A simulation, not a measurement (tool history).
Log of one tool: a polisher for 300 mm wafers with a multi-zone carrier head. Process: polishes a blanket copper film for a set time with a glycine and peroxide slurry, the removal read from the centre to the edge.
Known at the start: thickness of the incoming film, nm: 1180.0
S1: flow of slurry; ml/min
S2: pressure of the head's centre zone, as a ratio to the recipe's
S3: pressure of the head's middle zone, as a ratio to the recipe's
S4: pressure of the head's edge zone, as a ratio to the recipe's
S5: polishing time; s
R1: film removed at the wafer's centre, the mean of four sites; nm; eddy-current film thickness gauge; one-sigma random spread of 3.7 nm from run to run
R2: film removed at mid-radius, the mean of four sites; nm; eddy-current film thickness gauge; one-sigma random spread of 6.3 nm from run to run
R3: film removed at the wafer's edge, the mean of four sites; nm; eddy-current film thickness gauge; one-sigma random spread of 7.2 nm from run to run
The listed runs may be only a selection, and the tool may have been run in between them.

Run 1, hour 0: S1 285 ml/min, S2 1, S3 1, S4 1, S5 70 s. Result: R1 409.21 nm, R2 404.9 nm, R3 425.96 nm.
Run 2, hour 4.9: S1 285 ml/min, S2 1, S3 1, S4 0.91, S5 70 s. Result: R1 415.1 nm, R2 391.46 nm, R3 408.34 nm.
Run 3, hour 10: S1 295 ml/min, S2 1.03, S3 1.02, S4 0.97, S5 75 s. Result: R1 459.49 nm, R2 432.57 nm, R3 447.05 nm.
Run 4, hour 17: S1 295 ml/min, S2 1.03, S3 1.02, S4 1.02, S5 75 s. Result: R1 457.94 nm, R2 434.81 nm, R3 456.37 nm.
Run 5, hour 24.9: S1 295 ml/min, S2 1.03, S3 1.02, S4 0.97, S5 75 s. Result: R1 454.61 nm, R2 439.73 nm, R3 453.77 nm.
Run 6, hour 31.5: S1 350 ml/min, S2 1.03, S3 1.02, S4 0.97, S5 75 s. Result: R1 465.79 nm, R2 446.57 nm, R3 455.57 nm.
Run 7, hour 39: S1 350 ml/min, S2 1.04, S3 1.04, S4 1.01, S5 79 s. Result: R1 495.23 nm, R2 466.91 nm, R3 494.88 nm.

Run 8 is up next; what results do you expect?
Run 8, hour 46: S1 350 ml/min, S2 1.05, S3 1.08, S4 1.01, S5 83 s. Result: R1 ?, R2 ?, R3 ?.

{"run 8": {"R1": 525.94, "R2": 518.02, "R3": 505.55}}
